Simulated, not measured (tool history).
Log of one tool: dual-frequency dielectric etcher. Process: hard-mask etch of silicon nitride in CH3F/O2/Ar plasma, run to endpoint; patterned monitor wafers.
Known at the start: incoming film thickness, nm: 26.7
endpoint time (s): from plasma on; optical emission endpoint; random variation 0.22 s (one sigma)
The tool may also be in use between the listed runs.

run    day  source power (kW)  bias power (kW)  endpoint time (s)
  1  0.000              0.350            0.088             36.498
  2  0.279              0.310            0.086             38.280
  3  0.583              0.310            0.101             35.669
  4  0.708              0.280            0.095             37.931
  5  0.867              0.260            0.091             39.689
  6  0.896              0.250            0.089             40.574

The next listed run, before its measurement:
  7  1.017              0.240            0.088                  ?

{"run 7": {"endpoint time (s)": 41.075}}
